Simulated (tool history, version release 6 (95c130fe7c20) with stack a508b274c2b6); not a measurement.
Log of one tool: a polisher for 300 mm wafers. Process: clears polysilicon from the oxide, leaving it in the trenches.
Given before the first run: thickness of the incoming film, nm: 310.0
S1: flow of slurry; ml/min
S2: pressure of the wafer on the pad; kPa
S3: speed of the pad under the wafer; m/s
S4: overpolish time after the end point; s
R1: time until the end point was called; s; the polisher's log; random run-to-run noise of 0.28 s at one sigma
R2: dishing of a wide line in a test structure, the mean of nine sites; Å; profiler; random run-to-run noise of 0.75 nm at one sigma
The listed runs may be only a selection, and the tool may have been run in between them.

{"run": 1, "hour": 0.0, "S1": 235, "S2": 20.7, "S3": 1.18, "S4": 26, "R1": 18.912, "R2": 701.58}
{"run": 2, "hour": 7.2, "S1": 235, "S2": 19.3, "S3": 1.18, "S4": 22, "R1": 20.761, "R2": 706.28}
{"run": 3, "hour": 8.9, "S1": 235, "S2": 23.4, "S3": 1.18, "S4": 22, "R1": 17.544, "R2": 702.93}
{"run": 4, "hour": 10.0, "S1": 240, "S2": 22.8, "S3": 1.14, "S4": 19, "R1": 18.088, "R2": 710.41}
{"run": 5, "hour": 14.8, "S1": 240, "S2": 22.8, "S3": 1.02, "S4": 19, "R1": 19.962, "R2": 692.78}
{"run": 6, "hour": 20.5, "S1": 240, "S2": 22.8, "S3": 0.82, "S4": 19, "R1": 23.219, "R2": 667.03}

What will run 7 give?
{"run": 7, "hour": 28.7, "S1": 240, "S2": 22.8, "S3": 0.8, "S4": 20, "R1": "?", "R2": "?"}

Logged for run 7: R1 23.389 s, R2 695.76 Å.
